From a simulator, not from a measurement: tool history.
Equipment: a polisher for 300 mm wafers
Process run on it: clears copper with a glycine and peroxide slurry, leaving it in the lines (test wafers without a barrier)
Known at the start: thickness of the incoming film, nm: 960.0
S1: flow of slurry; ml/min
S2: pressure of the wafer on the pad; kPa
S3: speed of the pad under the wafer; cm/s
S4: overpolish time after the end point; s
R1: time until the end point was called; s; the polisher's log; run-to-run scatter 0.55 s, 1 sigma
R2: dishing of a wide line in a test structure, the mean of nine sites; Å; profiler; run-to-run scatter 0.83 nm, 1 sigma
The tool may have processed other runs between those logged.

run 1 hour=0.0 | S1=155 S2=22.8 S3=126 S4=14 | R1=127.170 R2=509.98
run 2 hour=1.8 | S1=160 S2=24.8 S3=128 S4=14 | R1=113.700 R2=557.91
run 3 hour=5.6 | S1=160 S2=24.8 S3=128 S4=16 | R1=116.420 R2=588.28
run 4 hour=8.4 | S1=190 S2=24.8 S3=128 S4=16 | R1=112.850 R2=589.83
run 5 hour=15.4 | S1=195 S2=26.9 S3=130 S4=15 | R1=102.300 R2=605.35
run 6 hour=21.4 | S1=195 S2=28.3 S3=132 S4=15 | R1=98.075 R2=631.48
run 7 hour=23.3 | S1=200 S2=29.6 S3=136 S4=14 | R1=89.843 R2=626.19
run 8 hour=26.0 | S1=200 S2=31.0 S3=138 S4=14 | R1=85.566 R2=641.70
run 9 hour=33.2 | S1=205 S2=31.7 S3=140 S4=14 | R1=82.485 R2=646.18
run 10 hour=34.4 | S1=215 S2=35.9 S3=150 S4=14 | R1=70.697 R2=710.19

Predict the results of run 11:
run 11 hour=42.4 | S1=215 S2=35.9 S3=152 S4=14 | R1=? R2=?

Run 11 came out at R1 68.923 s, R2 700.73 Å.
